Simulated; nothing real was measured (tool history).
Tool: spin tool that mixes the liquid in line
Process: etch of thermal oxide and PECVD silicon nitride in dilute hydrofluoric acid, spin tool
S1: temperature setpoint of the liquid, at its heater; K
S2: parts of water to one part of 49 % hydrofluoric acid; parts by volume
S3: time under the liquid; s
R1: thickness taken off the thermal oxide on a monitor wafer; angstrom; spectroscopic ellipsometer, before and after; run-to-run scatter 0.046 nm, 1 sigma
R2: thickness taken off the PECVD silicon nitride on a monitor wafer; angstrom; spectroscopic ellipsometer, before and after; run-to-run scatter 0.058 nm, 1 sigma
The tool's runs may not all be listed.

{"run": 1, "hour": 0.0, "S1": 294.15, "S2": 195, "S3": 180, "R1": 32.104, "R2": 11.92}
{"run": 2, "hour": 3.3, "S1": 294.15, "S2": 170, "S3": 175, "R1": 36.56, "R2": 12.909}
{"run": 3, "hour": 9.1, "S1": 291.65, "S2": 170, "S3": 175, "R1": 32.814, "R2": 10.978}
{"run": 4, "hour": 14.4, "S1": 291.65, "S2": 170, "S3": 100, "R1": 18.8, "R2": 6.5005}
{"run": 5, "hour": 15.9, "S1": 293.15, "S2": 140, "S3": 105, "R1": 26.21, "R2": 9.6501}
{"run": 6, "hour": 20.6, "S1": 293.15, "S2": 115, "S3": 110, "R1": 33.906, "R2": 12.012}
{"run": 7, "hour": 25.7, "S1": 295.15, "S2": 35, "S3": 100, "R1": 123.35, "R2": 38.44}

What will run 8 give?
{"run": 8, "hour": 31.1, "S1": 294.15, "S2": 40, "S3": 100, "R1": "?", "R2": "?"}

R1: 102.620 angstrom
R2: 32.0030 angstrom
